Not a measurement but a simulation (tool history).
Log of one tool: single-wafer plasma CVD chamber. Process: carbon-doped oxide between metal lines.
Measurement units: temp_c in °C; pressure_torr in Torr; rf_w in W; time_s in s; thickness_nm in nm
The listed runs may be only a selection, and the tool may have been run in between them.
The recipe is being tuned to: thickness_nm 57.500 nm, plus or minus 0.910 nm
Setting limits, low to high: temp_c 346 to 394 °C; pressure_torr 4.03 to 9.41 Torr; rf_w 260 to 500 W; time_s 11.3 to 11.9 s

run 1 hour=0.0 | temp_c=370 pressure_torr=6.72 rf_w=380 time_s=11.9 | thickness_nm=48.066
run 2 hour=2.9 | temp_c=368 pressure_torr=6.92 rf_w=395 time_s=11.9 | thickness_nm=50.416
run 3 hour=5.6 | temp_c=368 pressure_torr=6.92 rf_w=395 time_s=11.9 | thickness_nm=49.944
run 4 hour=7.8 | temp_c=357 pressure_torr=6.92 rf_w=395 time_s=11.9 | thickness_nm=51.650
run 5 hour=10.2 | temp_c=356 pressure_torr=7.07 rf_w=405 time_s=11.9 | thickness_nm=52.825
run 6 hour=16.5 | temp_c=355 pressure_torr=7.17 rf_w=410 time_s=11.9 | thickness_nm=53.764
run 7 hour=19.3 | temp_c=354 pressure_torr=7.31 rf_w=415 time_s=11.9 | thickness_nm=54.323
run 8 hour=22.2 | temp_c=354 pressure_torr=7.31 rf_w=415 time_s=11.9 | thickness_nm=54.274
run 9 hour=26.8 | temp_c=353 pressure_torr=7.35 rf_w=420 time_s=11.9 | thickness_nm=54.978
run 10 hour=27.4 | temp_c=352 pressure_torr=7.39 rf_w=425 time_s=11.9 | thickness_nm=55.960
run 11 hour=30.6 | temp_c=351 pressure_torr=7.44 rf_w=425 time_s=11.9 | thickness_nm=55.867

Which one of the following 5 next-run settings gets every result inside its allowed miss? There is exactly one.
run A hour=33.8 | temp_c=348 pressure_torr=7.62 rf_w=450 time_s=11.9 | thickness_nm=?
run B hour=33.8 | temp_c=359 pressure_torr=8.53 rf_w=480 time_s=11.5 | thickness_nm=?
run C hour=33.8 | temp_c=346 pressure_torr=8.43 rf_w=450 time_s=11.9 | thickness_nm=?
run D hour=33.8 | temp_c=361 pressure_torr=7.80 rf_w=470 time_s=11.6 | thickness_nm=?
run E hour=33.8 | temp_c=346 pressure_torr=7.67 rf_w=475 time_s=11.5 | thickness_nm=?

move=A thickness_nm=59.447
move=B thickness_nm=59.202
move=C thickness_nm=60.222
move=D thickness_nm=58.149
move=E thickness_nm=60.108
A: the result that was furthest off in the last run now lies on the other side of its target
B: the result that was furthest off in the last run now lies on the other side of its target
C: the result that was furthest off in the last run now lies on the other side of its target
D: hits every target within its allowed miss
E: the result that was furthest off in the last run now lies on the other side of its target
Go with D: it meets all targets.
